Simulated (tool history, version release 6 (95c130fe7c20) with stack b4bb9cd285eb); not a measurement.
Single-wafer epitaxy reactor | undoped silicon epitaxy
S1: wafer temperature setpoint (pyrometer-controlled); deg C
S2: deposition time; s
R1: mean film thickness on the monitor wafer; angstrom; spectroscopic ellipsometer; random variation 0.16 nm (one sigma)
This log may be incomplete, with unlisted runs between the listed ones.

| run | hour | S1 | S2 | R1 |
|---|---|---|---|---|
| 1 | 0 | 660 | 269 | 474.66 |
| 2 | 3.9 | 663 | 269 | 503.86 |
| 3 | 12.1 | 663 | 250 | 470.1 |
| 4 | 20.7 | 657 | 250 | 414.47 |
|  | 23 | pyrometer calibrated |
| 5 | 23 | 657 | 276 | 506.2 |
| 6 | 28.3 | 661 | 276 | 549.27 |
| 7 | 37 | 663 | 276 | 571.17 |
| 8 | 44.6 | 675 | 277 | 720.28 |

Run 9 has not been measured yet. What should we expect?
| 9 | 46.1 | 678 | 277 | ? |

{"run 9": {"R1": 767.76}}
